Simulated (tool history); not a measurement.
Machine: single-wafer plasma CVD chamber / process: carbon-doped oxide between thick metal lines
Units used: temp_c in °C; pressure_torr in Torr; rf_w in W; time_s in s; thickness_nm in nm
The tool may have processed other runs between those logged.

run	hour	temp_c	pressure_torr	rf_w	time_s	thickness_nm
1	0.0	325	3.59	575	90	486.46
2	3.1	322	3.73	595	90	507.97
3	5.3	320	3.86	605	90	521.67
4	6.6	318	3.96	610	90	531.60
5	13.8	316	4.04	615	90	542.29
6	17.3	315	4.09	615	90	549.44
7	25.5	314	4.12	615	90	550.08

Forecast run 8:
8	29.3	313	4.16	615	90	?

{"run 8": {"thickness_nm": 553.61}}
